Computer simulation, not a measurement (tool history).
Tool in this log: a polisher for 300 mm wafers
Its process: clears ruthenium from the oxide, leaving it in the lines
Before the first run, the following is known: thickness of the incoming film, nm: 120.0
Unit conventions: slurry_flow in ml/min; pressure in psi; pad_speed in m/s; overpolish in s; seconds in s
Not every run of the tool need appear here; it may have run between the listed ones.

run	day	slurry_flow	pressure	pad_speed	overpolish	seconds
1	0	315	1.9	0.78	20	164.22
2	0.217	315	2	0.78	20	155.92
3	0.296	315	2	0.68	20	178.4
4	0.354	315	2	0.68	22	181.4
5	0.658	315	2	0.68	22	175.93
6	0.821	315	2	0.54	22	220.89
7	1.129	315	2.2	0.56	22	198.51
8	1.496	315	2.2	0.56	22	198.8
9	1.804	315	2.4	0.6	22	169.71
10	2.046	315	2.5	0.62	22	159.74
11	2.125	315	2.6	0.64	22	151.24
12	2.283	315	2.7	0.66	22	140.71

Forecast run 13:
13	2.467	320	3	0.7	22	?

{"run 13": {"seconds": 119.55}}

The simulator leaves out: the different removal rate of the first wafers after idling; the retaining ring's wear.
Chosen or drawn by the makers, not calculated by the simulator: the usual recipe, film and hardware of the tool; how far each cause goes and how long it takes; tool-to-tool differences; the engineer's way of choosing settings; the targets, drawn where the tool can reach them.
